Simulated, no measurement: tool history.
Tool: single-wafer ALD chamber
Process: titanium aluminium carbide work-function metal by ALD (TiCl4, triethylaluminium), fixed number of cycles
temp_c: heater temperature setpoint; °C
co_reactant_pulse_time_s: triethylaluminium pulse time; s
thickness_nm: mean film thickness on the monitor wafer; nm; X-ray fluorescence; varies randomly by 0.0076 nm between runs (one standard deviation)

| run | day | temp_c | co_reactant_pulse_time_s | thickness_nm |
|---|---|---|---|---|
| 1 | 0.000 | 305 | 8.67 | 1.9809 |
| 2 | 0.138 | 305 | 10.34 | 2.0133 |
| 3 | 0.458 | 301 | 10.34 | 1.9894 |
| 4 | 0.712 | 301 | 12.49 | 2.0129 |
| 5 | 0.775 | 301 | 10.79 | 1.9990 |
| 6 | 1.100 | 294 | 10.79 | 1.9376 |
| 7 | 1.246 | 292 | 10.19 | 1.9121 |
| 8 | 1.600 | 290 | 9.70 | 1.8900 |
| 9 | 1.721 | 288 | 9.26 | 1.8559 |
| 10 | 2.083 | 287 | 9.08 | 1.8527 |

Forecast run 11:
| 11 | 2.138 | 286 | 8.82 | ? |

Run 11 produced thickness_nm 1.8315 nm.
